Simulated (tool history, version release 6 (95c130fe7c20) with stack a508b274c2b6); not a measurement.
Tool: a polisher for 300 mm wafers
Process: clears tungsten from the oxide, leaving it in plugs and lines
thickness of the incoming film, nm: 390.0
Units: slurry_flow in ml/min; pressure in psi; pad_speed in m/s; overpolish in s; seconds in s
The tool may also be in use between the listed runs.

{"run": 1, "day": 0.0, "slurry_flow": 295, "pressure": 2.4, "pad_speed": 1.34, "slurry_solids": 1.0, "overpolish": 6, "seconds": 118.45}
{"run": 2, "day": 0.212, "slurry_flow": 295, "pressure": 2.6, "pad_speed": 1.34, "slurry_solids": 1.0, "overpolish": 6, "seconds": 110.3}
{"run": 3, "day": 0.525, "slurry_flow": 295, "pressure": 2.6, "pad_speed": 1.34, "slurry_solids": 1.0, "overpolish": 6, "seconds": 111.17}
{"run": 4, "day": 0.892, "slurry_flow": 295, "pressure": 2.6, "pad_speed": 1.02, "slurry_solids": 1.0, "overpolish": 6, "seconds": 130.4}
{"run": 5, "day": 1.096, "slurry_flow": 295, "pressure": 2.8, "pad_speed": 1.04, "slurry_solids": 1.0, "overpolish": 6, "seconds": 123.06}
{"run": 6, "day": 1.142, "slurry_flow": 295, "pressure": 3.0, "pad_speed": 1.06, "slurry_solids": 1.0, "overpolish": 6, "seconds": 113.69}

Run 7 comes next. What will it give?
{"run": 7, "day": 1.408, "slurry_flow": 295, "pressure": 3.2, "pad_speed": 1.08, "slurry_solids": 1.0, "overpolish": 6, "seconds": "?"}

Run 7 gave seconds 107.71 s.

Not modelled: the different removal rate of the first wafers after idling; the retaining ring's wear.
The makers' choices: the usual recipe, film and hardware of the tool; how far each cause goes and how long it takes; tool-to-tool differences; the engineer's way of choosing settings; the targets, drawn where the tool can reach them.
